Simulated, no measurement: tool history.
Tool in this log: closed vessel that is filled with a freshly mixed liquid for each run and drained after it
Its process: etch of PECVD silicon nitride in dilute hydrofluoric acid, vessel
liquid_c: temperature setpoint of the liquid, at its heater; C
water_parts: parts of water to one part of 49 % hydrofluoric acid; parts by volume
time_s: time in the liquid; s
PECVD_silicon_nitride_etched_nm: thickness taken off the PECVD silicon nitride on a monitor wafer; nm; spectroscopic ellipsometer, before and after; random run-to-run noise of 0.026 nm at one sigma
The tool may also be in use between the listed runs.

run	hour	liquid_c	water_parts	time_s	PECVD_silicon_nitride_etched_nm
1	0	22	205	880	8.0346
2	9	22	145	880	11.31
3	13.8	20.5	160	880	9.395
4	18.3	20.5	160	880	9.4053
5	20.4	19.5	170	880	8.302
6	28.7	17	170	880	7.0044
7	29.6	17	175	880	6.7985

Run 8 comes next. What will it give?
8	37.2	17	180	880	?

Run 8 came out at PECVD_silicon_nitride_etched_nm 6.5872 nm.
